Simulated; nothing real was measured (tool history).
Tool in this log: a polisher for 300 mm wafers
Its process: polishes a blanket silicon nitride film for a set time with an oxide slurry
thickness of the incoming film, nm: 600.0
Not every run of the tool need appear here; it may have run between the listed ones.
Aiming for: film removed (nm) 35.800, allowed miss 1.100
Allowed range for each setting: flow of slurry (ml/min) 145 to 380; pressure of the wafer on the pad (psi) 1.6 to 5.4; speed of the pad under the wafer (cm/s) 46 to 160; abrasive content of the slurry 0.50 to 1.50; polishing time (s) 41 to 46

| run | hour | flow of slurry (ml/min) | pressure of the wafer on the pad (psi) | speed of the pad under the wafer (cm/s) | abrasive content of the slurry | polishing time (s) | film removed (nm) |
|---|---|---|---|---|---|---|---|
| 1 | 0.0 | 245 | 3.5 | 102 | 1.00 | 46 | 27.496 |
| 2 | 8.9 | 245 | 3.5 | 102 | 1.20 | 46 | 29.534 |
| 3 | 10.5 | 245 | 3.0 | 102 | 1.20 | 46 | 26.293 |
| 4 | 19.2 | 250 | 3.4 | 102 | 1.20 | 46 | 28.836 |
| 5 | 25.3 | 290 | 3.4 | 102 | 1.20 | 46 | 29.211 |
| 6 | 33.0 | 290 | 3.6 | 102 | 1.20 | 46 | 30.273 |
| 7 | 35.1 | 290 | 3.8 | 102 | 1.20 | 46 | 31.714 |
| 8 | 41.4 | 290 | 4.0 | 102 | 1.20 | 46 | 32.739 |
| 9 | 50.3 | 290 | 4.1 | 102 | 1.20 | 46 | 33.666 |
|  | 58.5 | head pressure recalibrated |
| 10 | 58.5 | 290 | 4.2 | 102 | 1.20 | 46 | 37.480 |

Which one of the following 4 next-run settings gets every result inside its allowed miss? There is exactly one.
| A | 66.7 | 290 | 4.9 | 98 | 1.25 | 44 | ? |
| B | 66.7 | 270 | 4.5 | 92 | 1.10 | 46 | ? |
| C | 66.7 | 285 | 4.5 | 100 | 1.15 | 46 | ? |
| D | 66.7 | 350 | 4.2 | 110 | 1.40 | 42 | ? |

| move | film removed (nm) |
|---|---|
| A | 40.244 |
| B | 35.746 |
| C | 38.672 |
| D | 38.848 |
A: its largest miss is bigger than the last run's
B: all results in spec
C: its largest miss is bigger than the last run's
D: its largest miss is bigger than the last run's
The right move is B.
